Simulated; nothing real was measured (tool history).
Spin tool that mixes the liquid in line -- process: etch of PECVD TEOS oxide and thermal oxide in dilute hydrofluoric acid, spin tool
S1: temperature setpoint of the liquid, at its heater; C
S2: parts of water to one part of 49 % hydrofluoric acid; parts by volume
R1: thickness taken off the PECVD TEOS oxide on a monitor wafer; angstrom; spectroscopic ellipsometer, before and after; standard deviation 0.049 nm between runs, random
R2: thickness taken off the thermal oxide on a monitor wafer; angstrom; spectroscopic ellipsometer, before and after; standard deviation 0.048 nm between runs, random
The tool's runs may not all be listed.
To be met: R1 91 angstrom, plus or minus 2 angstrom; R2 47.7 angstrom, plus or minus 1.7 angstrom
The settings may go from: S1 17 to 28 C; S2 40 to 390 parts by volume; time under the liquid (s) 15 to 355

{"run": 1, "hour": 0.0, "S1": 20, "S2": 215, "time under the liquid (s)": 180, "R1": 52.545, "R2": 28.052}
{"run": 2, "hour": 3.6, "S1": 20, "S2": 215, "time under the liquid (s)": 140, "R1": 41.112, "R2": 21.502}
{"run": 3, "hour": 7.9, "S1": 23.5, "S2": 215, "time under the liquid (s)": 140, "R1": 47.184, "R2": 24.322}
{"run": 4, "hour": 10.7, "S1": 23.5, "S2": 215, "time under the liquid (s)": 190, "R1": 63.324, "R2": 33.466}
{"run": 5, "hour": 16.4, "S1": 24.5, "S2": 205, "time under the liquid (s)": 190, "R1": 69.632, "R2": 36.807}
{"run": 6, "hour": 25.0, "S1": 24.5, "S2": 265, "time under the liquid (s)": 190, "R1": 50.389, "R2": 26.32}
{"run": 7, "hour": 32.9, "S1": 28, "S2": 175, "time under the liquid (s)": 190, "R1": 96.972, "R2": 50.663}
{"run": 8, "hour": 37.3, "S1": 27.5, "S2": 175, "time under the liquid (s)": 190, "R1": 94.82, "R2": 48.756}

Next run, 5 choices. One meets every target within its allowed miss, the rest don't. Which?
{"run": "A", "hour": 41.7, "S1": 25, "S2": 185, "time under the liquid (s)": 225, "R1": "?", "R2": "?"}
{"run": "B", "hour": 41.7, "S1": 28, "S2": 160, "time under the liquid (s)": 170, "R1": "?", "R2": "?"}
{"run": "C", "hour": 41.7, "S1": 26.5, "S2": 190, "time under the liquid (s)": 210, "R1": "?", "R2": "?"}
{"run": "D", "hour": 41.7, "S1": 26.5, "S2": 185, "time under the liquid (s)": 220, "R1": "?", "R2": "?"}
{"run": "E", "hour": 41.7, "S1": 28, "S2": 145, "time under the liquid (s)": 150, "R1": "?", "R2": "?"}

move=A R1=95.672 R2=50.557
move=B R1=96.082 R2=50.774
move=C R1=91.326 R2=48.261
move=D R1=98.829 R2=52.226
move=E R1=95.317 R2=50.37
A: lands further from the targets than the last run did
B: lands further from the targets than the last run did
C: each result inside its tolerance
D: lands further from the targets than the last run did
E: lands further from the targets than the last run did
Answer: C
